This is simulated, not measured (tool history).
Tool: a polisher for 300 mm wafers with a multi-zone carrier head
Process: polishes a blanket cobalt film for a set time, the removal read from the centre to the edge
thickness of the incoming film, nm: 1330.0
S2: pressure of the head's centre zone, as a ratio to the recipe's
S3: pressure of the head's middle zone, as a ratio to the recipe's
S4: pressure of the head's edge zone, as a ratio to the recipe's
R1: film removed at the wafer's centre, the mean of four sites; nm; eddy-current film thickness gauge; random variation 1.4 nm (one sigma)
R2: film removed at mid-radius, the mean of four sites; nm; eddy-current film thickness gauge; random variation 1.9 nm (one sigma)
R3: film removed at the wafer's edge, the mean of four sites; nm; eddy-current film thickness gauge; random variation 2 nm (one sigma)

run 1 hour=0.0 | flow_of_slurry_(ml/min)=320 S2=1.00 S3=1.00 S4=1.00 polishing_time_(s)=46 | R1=258.97 R2=263.08 R3=266.33
run 2 hour=8.9 | flow_of_slurry_(ml/min)=325 S2=1.01 S3=1.02 S4=0.97 polishing_time_(s)=42 | R1=233.54 R2=248.49 R3=232.02
run 3 hour=17.8 | flow_of_slurry_(ml/min)=265 S2=1.01 S3=1.02 S4=0.97 polishing_time_(s)=42 | R1=231.44 R2=240.25 R3=232.80
run 4 hour=22.3 | flow_of_slurry_(ml/min)=300 S2=1.01 S3=1.02 S4=0.97 polishing_time_(s)=42 | R1=234.29 R2=243.39 R3=232.04
run 5 hour=30.2 | flow_of_slurry_(ml/min)=310 S2=1.01 S3=1.02 S4=0.95 polishing_time_(s)=39 | R1=219.79 R2=227.16 R3=210.47
run 6 hour=36.4 | flow_of_slurry_(ml/min)=310 S2=1.01 S3=1.07 S4=0.95 polishing_time_(s)=39 | R1=219.57 R2=235.80 R3=215.93
run 7 hour=42.5 | flow_of_slurry_(ml/min)=320 S2=1.00 S3=1.05 S4=0.93 polishing_time_(s)=37 | R1=206.95 R2=221.80 R3=201.96
run 8 hour=50.1 | flow_of_slurry_(ml/min)=330 S2=1.00 S3=1.05 S4=0.91 polishing_time_(s)=35 | R1=194.41 R2=210.70 R3=190.13
run 9 hour=51.8 | flow_of_slurry_(ml/min)=325 S2=1.09 S3=1.09 S4=0.81 polishing_time_(s)=25 | R1=151.31 R2=155.12 R3=126.65
run 10 hour=57.8 | flow_of_slurry_(ml/min)=330 S2=1.09 S3=1.10 S4=0.83 polishing_time_(s)=25 | R1=151.43 R2=153.27 R3=130.46
run 11 hour=59.3 | flow_of_slurry_(ml/min)=330 S2=1.09 S3=1.11 S4=0.83 polishing_time_(s)=26 | R1=155.68 R2=163.84 R3=137.50

Run 12 comes next. What will it give?
run 12 hour=68.1 | flow_of_slurry_(ml/min)=335 S2=1.10 S3=1.12 S4=0.83 polishing_time_(s)=26 | R1=? R2=? R3=?

{"run 12": {"R1": 160.24, "R2": 162.92, "R3": 136.4}}

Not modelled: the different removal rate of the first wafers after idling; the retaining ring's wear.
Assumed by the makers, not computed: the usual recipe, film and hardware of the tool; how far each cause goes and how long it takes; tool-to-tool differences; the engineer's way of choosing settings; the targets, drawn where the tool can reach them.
